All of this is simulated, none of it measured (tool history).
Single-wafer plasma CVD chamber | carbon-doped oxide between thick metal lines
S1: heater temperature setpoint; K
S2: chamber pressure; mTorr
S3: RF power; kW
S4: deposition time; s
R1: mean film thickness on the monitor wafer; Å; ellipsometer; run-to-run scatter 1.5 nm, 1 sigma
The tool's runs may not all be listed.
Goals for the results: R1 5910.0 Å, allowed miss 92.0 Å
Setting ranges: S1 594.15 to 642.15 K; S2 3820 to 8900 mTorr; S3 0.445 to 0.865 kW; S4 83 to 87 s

run  hour      S1    S2     S3  S4      R1
  1   0.0  618.15  6360  0.655  87  5441.5
  2   2.7  618.15  6360  0.655  83  5204.8
  3   6.6  618.15  6360  0.585  83  4812.5
  4  12.6  616.15  6550  0.605  83  4960.7
  5  19.1  620.15  6550  0.605  83  4903.5
  6  21.8  618.15  6660  0.620  83  5009.2
  7  26.7  616.15  6680  0.635  83  5160.4
  8  27.3  616.15  6680  0.635  83  5124.9
  9  28.4  615.15  6720  0.650  83  5237.0
 10  32.3  613.15  6790  0.660  83  5316.1
 11  39.2  612.15  6850  0.670  83  5399.1
 12  44.3  611.15  6910  0.680  83  5460.9
 13  48.6  610.15  6960  0.690  83  5511.3

Exercise: of the 5 proposed moves below, exactly one satisfies all targets within the stated allowed misses. Which move is it?
  A  52.9  620.15  7620  0.615  83   ?
  B  52.9  601.15  6640  0.720  85   ?
  C  52.9  614.15  8620  0.565  83   ?
  D  52.9  607.15  6870  0.730  87   ?
  E  52.9  609.15  6810  0.740  87   ?

move      R1
   A  5020.9
   B  5920.6
   C  4858.4
   D  6027.0
   E  6042.8
A: the biggest miss grows against the last run
B: in spec on every target
C: the biggest miss grows against the last run
D: takes the result that was furthest off past its target
E: takes the result that was furthest off past its target
Move B is the one to make.

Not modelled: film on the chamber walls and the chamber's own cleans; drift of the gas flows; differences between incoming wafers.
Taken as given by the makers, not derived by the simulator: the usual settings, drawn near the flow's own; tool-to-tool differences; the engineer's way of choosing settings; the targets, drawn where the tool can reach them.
